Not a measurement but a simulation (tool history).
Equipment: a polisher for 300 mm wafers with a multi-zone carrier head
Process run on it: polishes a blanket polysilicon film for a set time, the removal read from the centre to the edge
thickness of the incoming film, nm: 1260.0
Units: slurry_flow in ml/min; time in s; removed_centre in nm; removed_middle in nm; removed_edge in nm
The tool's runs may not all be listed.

run	hour	slurry_flow	centre_zone	middle_zone	edge_zone	time	removed_centre	removed_middle	removed_edge
1	0.0	140	1.00	1.00	1.00	31	141.35	146.08	147.88
2	4.0	150	1.02	1.02	1.00	31	150.63	152.38	148.75
3	8.0	150	1.05	1.02	1.00	31	155.49	151.31	145.19
4	8.8	155	1.05	1.03	1.01	31	153.78	155.32	146.58
5	11.8	155	1.05	1.03	1.04	31	156.68	152.63	151.54
6	12.7	155	1.05	1.03	0.97	31	155.24	156.64	146.28
7	14.9	160	1.05	1.04	0.98	32	157.71	164.16	151.91
8	22.1	165	1.06	1.05	0.99	32	164.60	164.64	152.48
9	27.2	170	1.06	1.06	0.99	32	169.42	168.63	155.50
10	27.8	175	1.06	1.07	0.99	32	168.03	171.47	155.72

Expected results for the next run?
11	29.4	180	1.06	1.08	0.99	32	?	?	?

{"run 11": {"removed_centre": 167.45, "removed_middle": 165.58, "removed_edge": 153.03}}
